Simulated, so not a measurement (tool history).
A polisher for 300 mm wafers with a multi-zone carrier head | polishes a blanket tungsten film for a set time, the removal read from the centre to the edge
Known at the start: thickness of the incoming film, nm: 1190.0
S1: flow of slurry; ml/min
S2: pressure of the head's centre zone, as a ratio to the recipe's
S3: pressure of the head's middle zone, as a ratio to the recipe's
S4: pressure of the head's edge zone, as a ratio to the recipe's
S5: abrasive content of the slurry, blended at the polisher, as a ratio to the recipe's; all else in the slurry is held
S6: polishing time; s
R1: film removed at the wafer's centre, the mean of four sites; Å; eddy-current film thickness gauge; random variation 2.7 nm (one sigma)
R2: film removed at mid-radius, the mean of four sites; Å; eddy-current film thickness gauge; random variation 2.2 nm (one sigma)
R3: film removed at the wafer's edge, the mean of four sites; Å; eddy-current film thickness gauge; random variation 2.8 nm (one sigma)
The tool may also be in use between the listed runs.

{"run": 1, "day": 0.0, "S1": 170, "S2": 1.0, "S3": 1.0, "S4": 1.0, "S5": 1.0, "S6": 46, "R1": 1485.9, "R2": 1550.7, "R3": 1503.6}
{"run": 2, "day": 0.067, "S1": 195, "S2": 1.0, "S3": 1.0, "S4": 1.0, "S5": 1.0, "S6": 46, "R1": 1528.8, "R2": 1584.3, "R3": 1557.5}
{"run": 3, "day": 0.246, "S1": 195, "S2": 1.0, "S3": 1.0, "S4": 1.0, "S5": 1.0, "S6": 53, "R1": 1751.4, "R2": 1820.3, "R3": 1768.4}
{"run": 4, "day": 0.454, "S1": 205, "S2": 1.01, "S3": 1.0, "S4": 1.03, "S5": 1.1, "S6": 54, "R1": 1832.4, "R2": 1916.6, "R3": 1873.5}
{"day": 0.708, "done": "slurry nozzle cleaned"}
{"run": 5, "day": 0.708, "S1": 210, "S2": 1.02, "S3": 0.98, "S4": 1.05, "S5": 1.15, "S6": 55, "R1": 2096.4, "R2": 2066.6, "R3": 2022.4}
{"run": 6, "day": 1.033, "S1": 210, "S2": 1.02, "S3": 0.98, "S4": 1.05, "S5": 1.15, "S6": 47, "R1": 1739.5, "R2": 1759.1, "R3": 1711.6}
{"run": 7, "day": 1.054, "S1": 215, "S2": 1.0, "S3": 0.95, "S4": 1.08, "S5": 1.2, "S6": 49, "R1": 1818.2, "R2": 1806.5, "R3": 1806.1}

The next listed run, before its measurement:
{"run": 8, "day": 1.15, "S1": 210, "S2": 0.99, "S3": 0.93, "S4": 1.1, "S5": 1.25, "S6": 52, "R1": "?", "R2": "?", "R3": "?"}

Run 8 gave R1 1959.2 Å, R2 1892.1 Å, R3 1965.1 Å.

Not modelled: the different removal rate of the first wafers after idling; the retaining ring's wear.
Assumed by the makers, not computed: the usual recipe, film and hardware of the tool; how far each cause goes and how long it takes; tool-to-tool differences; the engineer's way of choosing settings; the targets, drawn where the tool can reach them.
